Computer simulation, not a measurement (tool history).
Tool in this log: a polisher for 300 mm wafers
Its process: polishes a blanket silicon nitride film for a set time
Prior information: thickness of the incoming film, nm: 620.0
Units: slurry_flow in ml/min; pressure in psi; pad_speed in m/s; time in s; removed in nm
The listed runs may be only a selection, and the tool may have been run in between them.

run  hour  slurry_flow  pressure  pad_speed  time  removed
  1     0          220         3       1.14    71   92.828
  2   1.3          215       2.7       1.14    71   83.764
  3   3.2          215       2.4       1.14    71   75.312
  4   4.8          210       2.3       1.14    71    72.64
  5   7.6          235       2.3       1.14    71   73.044
  6   9.8          235       2.3       1.38    71   84.873

Expected results for the next run?
  7  14.8          205       1.5       1.36    71        ?

Run 7 came out at removed 54.49 nm.
